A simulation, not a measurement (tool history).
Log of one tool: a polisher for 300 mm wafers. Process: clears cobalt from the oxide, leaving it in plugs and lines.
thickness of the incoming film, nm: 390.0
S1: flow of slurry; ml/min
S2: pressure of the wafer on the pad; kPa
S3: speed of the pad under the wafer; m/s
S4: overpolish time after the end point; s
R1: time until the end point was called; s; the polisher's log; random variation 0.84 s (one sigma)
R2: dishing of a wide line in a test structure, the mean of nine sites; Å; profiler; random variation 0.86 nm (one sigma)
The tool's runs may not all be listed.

run,hour,S1,S2,S3,S4,R1,R2
1,0.0,280,9.7,0.92,19,112.62,383.63
2,8.5,280,10.3,0.92,20,102.51,399.10
3,14.4,280,10.3,0.92,21,104.18,407.23
4,21.8,280,10.3,0.92,22,101.70,433.87
5,29.3,280,10.3,0.82,22,113.79,417.81
6,30.4,280,8.3,0.82,22,141.33,361.75
7,31.3,280,9.0,0.82,22,130.79,382.35
8,34.7,280,9.7,0.82,22,121.22,394.22
9,36.5,280,10.3,0.82,23,113.97,413.56

Forecast run 10:
10,44.9,280,11.0,0.82,24,?,?

Run 10 gave R1 107.14 s, R2 436.65 Å.

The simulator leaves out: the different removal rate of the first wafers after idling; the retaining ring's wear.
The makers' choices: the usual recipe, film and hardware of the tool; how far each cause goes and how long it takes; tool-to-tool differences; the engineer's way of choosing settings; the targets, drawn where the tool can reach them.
